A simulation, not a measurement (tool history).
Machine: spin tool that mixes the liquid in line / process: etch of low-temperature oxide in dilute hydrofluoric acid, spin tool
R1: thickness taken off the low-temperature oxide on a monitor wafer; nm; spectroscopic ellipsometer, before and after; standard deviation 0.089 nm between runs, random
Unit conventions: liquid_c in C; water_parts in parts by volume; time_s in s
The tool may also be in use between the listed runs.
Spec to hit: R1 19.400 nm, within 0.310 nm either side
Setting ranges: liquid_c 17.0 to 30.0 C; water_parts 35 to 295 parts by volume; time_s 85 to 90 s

Run 1, day 0.000: liquid_c 22.0 C, water_parts 165 parts by volume, time_s 85 s. Result: R1 13.942 nm.
Run 2, day 0.083: liquid_c 22.0 C, water_parts 215 parts by volume, time_s 85 s. Result: R1 10.150 nm.
Run 3, day 0.296: liquid_c 24.0 C, water_parts 200 parts by volume, time_s 85 s. Result: R1 11.928 nm.
Run 4, day 0.379: liquid_c 25.5 C, water_parts 190 parts by volume, time_s 85 s. Result: R1 13.423 nm.
Run 5, day 0.617: liquid_c 25.5 C, water_parts 190 parts by volume, time_s 90 s. Result: R1 14.187 nm.
Run 6, day 0.854: liquid_c 25.5 C, water_parts 190 parts by volume, time_s 85 s. Result: R1 13.487 nm.
Run 7, day 0.975: liquid_c 26.5 C, water_parts 180 parts by volume, time_s 85 s. Result: R1 14.731 nm.
Run 8, day 1.179: liquid_c 27.5 C, water_parts 175 parts by volume, time_s 85 s. Result: R1 16.057 nm.

Below are 5 possible settings for the next run. Only one of them brings all results inside the allowed miss of their targets. Which is it?
Run A, day 1.383: liquid_c 25.0 C, water_parts 150 parts by volume, time_s 90 s. Result: R1 ?.
Run B, day 1.383: liquid_c 30.0 C, water_parts 175 parts by volume, time_s 90 s. Result: R1 ?.
Run C, day 1.383: liquid_c 26.5 C, water_parts 150 parts by volume, time_s 85 s. Result: R1 ?.
Run D, day 1.383: liquid_c 27.0 C, water_parts 150 parts by volume, time_s 90 s. Result: R1 ?.
Run E, day 1.383: liquid_c 24.0 C, water_parts 140 parts by volume, time_s 90 s. Result: R1 ?.

move      R1
   A  18.696
   B  18.660
   C  18.680
   D  20.150
   E  19.507
A: nearer the targets than the last run, but a result is still out of spec
B: nearer the targets than the last run, but a result is still out of spec
C: nearer the targets than the last run, but a result is still out of spec
D: takes the result that was furthest off past its target
E: every result within its allowed miss
Correct choice: E, which meets every target
